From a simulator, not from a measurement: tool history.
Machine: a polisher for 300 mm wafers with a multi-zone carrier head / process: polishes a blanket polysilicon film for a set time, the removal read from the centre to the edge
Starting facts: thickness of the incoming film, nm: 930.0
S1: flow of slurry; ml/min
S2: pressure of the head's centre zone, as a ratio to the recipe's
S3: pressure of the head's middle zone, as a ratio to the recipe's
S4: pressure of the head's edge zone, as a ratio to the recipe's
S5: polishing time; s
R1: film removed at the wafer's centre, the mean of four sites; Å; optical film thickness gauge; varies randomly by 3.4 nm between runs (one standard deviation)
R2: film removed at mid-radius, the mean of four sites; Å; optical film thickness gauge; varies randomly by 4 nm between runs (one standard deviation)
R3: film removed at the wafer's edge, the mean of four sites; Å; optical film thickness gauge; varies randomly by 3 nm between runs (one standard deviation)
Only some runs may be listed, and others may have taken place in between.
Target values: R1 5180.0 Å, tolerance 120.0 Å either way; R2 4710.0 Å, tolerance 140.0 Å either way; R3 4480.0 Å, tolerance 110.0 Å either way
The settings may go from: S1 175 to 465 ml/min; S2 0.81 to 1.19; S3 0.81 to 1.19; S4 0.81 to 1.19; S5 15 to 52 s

run,hour,S1,S2,S3,S4,S5,R1,R2,R3
1,0.0,295,1.00,1.00,1.00,33,3357.8,3404.5,3399.1
2,5.2,295,1.03,1.00,1.00,33,3444.5,3465.8,3394.8
3,7.6,365,1.03,1.00,1.00,33,3521.2,3568.0,3448.5
4,14.7,365,1.05,1.00,1.01,34,3676.7,3615.0,3572.8
5,18.0,370,1.07,1.01,1.01,35,3835.1,3713.7,3723.8
6,23.1,370,1.07,0.93,1.01,35,3828.8,3451.0,3710.5
7,26.9,375,1.08,0.95,1.01,36,4010.3,3674.4,3810.1
8,28.3,380,1.09,0.96,1.01,37,4127.6,3847.5,3932.2
9,31.8,385,1.10,0.96,1.00,38,4290.7,3914.6,4022.3
10,35.3,390,1.11,0.97,1.00,38,4344.0,3940.3,3997.2

Pick the move, out of 5, that brings all results within their allowed miss; only one does.
A,38.8,415,1.18,1.04,0.96,40,?,?,?
B,38.8,390,1.19,0.97,0.99,43,?,?,?
C,38.8,375,1.12,0.97,0.88,45,?,?,?
D,38.8,395,1.12,1.06,0.96,42,?,?,?
E,38.8,340,1.08,0.93,1.10,44,?,?,?

move,R1,R2,R3
A,4891.9,4365.6,4121.3
B,5269.2,4406.3,4486.0
C,5230.2,4601.1,4434.3
D,4903.7,4644.9,4315.4
E,4924.8,4312.1,4802.0
A: gains on the last run, yet a result remains outside its allowed miss
B: brings the last run's worst result on target, with another outside its allowed miss
C: each result inside its tolerance
D: gains on the last run, yet a result remains outside its allowed miss
E: gains on the last run, yet a result remains outside its allowed miss
The move that meets every target is C.

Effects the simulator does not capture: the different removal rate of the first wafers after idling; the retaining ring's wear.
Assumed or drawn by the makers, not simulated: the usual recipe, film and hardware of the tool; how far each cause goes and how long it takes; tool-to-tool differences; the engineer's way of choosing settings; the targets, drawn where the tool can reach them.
